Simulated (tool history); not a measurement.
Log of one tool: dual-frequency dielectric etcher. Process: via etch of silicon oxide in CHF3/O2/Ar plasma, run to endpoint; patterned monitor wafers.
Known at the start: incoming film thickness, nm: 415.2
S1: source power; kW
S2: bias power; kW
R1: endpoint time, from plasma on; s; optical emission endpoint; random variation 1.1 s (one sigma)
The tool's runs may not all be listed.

| run | day | S1 | S2 | R1 |
|---|---|---|---|---|
| 1 | 0 | 0.73 | 0.168 | 221.24 |
| 2 | 0.338 | 0.75 | 0.169 | 219.68 |
| 3 | 0.383 | 0.77 | 0.17 | 216.64 |
| 4 | 0.608 | 0.77 | 0.144 | 230.42 |
| 5 | 0.662 | 0.77 | 0.133 | 232.24 |
| 6 | 0.725 | 0.8 | 0.136 | 227.78 |

Run 7 comes next. What will it give?
| 7 | 0.938 | 0.82 | 0.138 | ? |

Run 7 gave R1 227.37 s.
